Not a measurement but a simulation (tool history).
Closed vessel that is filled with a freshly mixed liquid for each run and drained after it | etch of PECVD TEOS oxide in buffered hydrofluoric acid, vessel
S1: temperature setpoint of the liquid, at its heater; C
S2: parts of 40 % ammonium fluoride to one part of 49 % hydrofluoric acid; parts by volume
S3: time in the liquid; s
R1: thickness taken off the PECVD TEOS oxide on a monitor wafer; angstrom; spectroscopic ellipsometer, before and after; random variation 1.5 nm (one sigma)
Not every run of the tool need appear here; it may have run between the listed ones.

run	hour	S1	S2	S3	R1
1	0.0	25.0	12.0	30	711.69
2	8.3	27.5	12.0	30	806.89
3	12.4	28.5	10.5	30	973.63
4	21.0	30.5	10.5	30	1070.40
5	22.7	32.0	10.5	30	1169.70
6	28.1	32.0	9.5	30	1261.80
7	34.4	32.0	8.5	30	1405.10
8	37.8	32.0	8.0	30	1466.00

What will run 9 give?
9	40.8	32.0	6.0	30	?

Run 9 measured R1 2001.80 angstrom.
